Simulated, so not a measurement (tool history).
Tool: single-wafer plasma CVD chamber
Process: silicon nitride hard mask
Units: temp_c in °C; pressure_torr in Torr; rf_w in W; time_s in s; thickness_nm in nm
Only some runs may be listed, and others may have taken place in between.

run	hour	temp_c	pressure_torr	rf_w	time_s	thickness_nm
1	0	405	1.63	270	33.4	33.925
2	6.5	405	1.51	265	33.4	32.572
3	15.2	405	1.72	265	33.4	34.435
4	16.5	414	1.72	265	33.4	34.484
5	22.1	425	1.72	265	33.4	34.226
6	23	425	1.72	265	33.4	34.292
# hour 32: capacitance manometer re-zeroed and calibrated
7	32	425	1.58	265	33.4	34.127
8	34.3	425	1.51	255	33.3	32.586
9	43.2	425	1.42	250	33.3	31.52
10	47	425	1.09	245	33.3	26.634
11	49	425	1.15	245	33.3	27.68

Estimate the outcome of run 12 from the log above:
12	51	425	1.19	245	33.3	?

thickness_nm: 28.165 nm
